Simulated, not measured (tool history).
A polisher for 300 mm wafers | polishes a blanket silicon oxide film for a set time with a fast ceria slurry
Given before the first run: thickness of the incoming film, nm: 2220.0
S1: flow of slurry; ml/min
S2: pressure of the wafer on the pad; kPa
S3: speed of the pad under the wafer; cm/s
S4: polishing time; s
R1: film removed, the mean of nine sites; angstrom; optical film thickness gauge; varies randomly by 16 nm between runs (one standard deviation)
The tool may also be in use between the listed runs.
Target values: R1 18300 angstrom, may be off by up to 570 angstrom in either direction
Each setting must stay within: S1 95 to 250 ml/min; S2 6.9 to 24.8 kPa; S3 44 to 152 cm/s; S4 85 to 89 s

run  hour   S1    S2   S3  S4     R1
  1   0.0  160  15.9   98  85  11565
  2   2.5  165  16.5   98  85  11914
  3   7.5  165  17.2   98  85  12359
  4  15.7  165  17.2   98  85  12286
  5  24.5  165  17.2   98  85  12226
  6  33.1  165  18.6   98  85  12941
  7  38.0  165  19.3  100  85  13905
  8  41.6  165  20.0  100  85  14059
     45.5  -- worn pad replaced by a new one
  9  45.5  165  20.7  100  85  16801
 10  51.8  165  21.4  100  85  16893
 11  56.2  165  22.1  100  85  17697

Which of these 4 next moves meets every target?
  A  60.6  180  20.0  100  88   ?
  B  60.6  160  21.4  102  85   ?
  C  60.6  205  24.1   92  87   ?
  D  60.6  175  22.1  104  89   ?

move     R1
   A  16839
   B  17312
   C  18208
   D  19145
A: lands further from the targets than the last run did
B: lands further from the targets than the last run did
C: every result within its allowed miss
D: takes the result that was furthest off past its target
So the answer is move C, the one that meets all the targets.

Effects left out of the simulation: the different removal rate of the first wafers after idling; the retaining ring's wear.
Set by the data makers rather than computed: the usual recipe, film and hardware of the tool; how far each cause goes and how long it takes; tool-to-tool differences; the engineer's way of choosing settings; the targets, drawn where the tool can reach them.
